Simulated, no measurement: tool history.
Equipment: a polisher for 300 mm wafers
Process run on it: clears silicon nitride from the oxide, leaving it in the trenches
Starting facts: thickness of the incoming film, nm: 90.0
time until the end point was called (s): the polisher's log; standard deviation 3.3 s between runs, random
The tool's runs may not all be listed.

run,hour,flow of slurry (ml/min),pressure of the wafer on the pad (kPa),speed of the pad under the wafer (m/s),overpolish time after the end point (s),time until the end point was called (s)
1,0.0,235,15.9,1.26,17,123.13
2,6.7,235,15.9,0.96,17,150.22
3,12.3,235,18.6,0.96,17,126.73
4,17.2,235,18.6,0.96,17,129.75
5,19.7,235,18.6,0.96,17,128.43
6,25.8,235,16.5,0.94,17,154.08
7,26.5,235,15.9,0.94,17,159.85
8,29.9,235,15.2,0.94,17,165.19
9,34.5,235,14.5,0.94,17,173.91

Forecast run 10:
10,39.0,235,13.8,0.94,17,?

time until the end point was called (s): 174.83
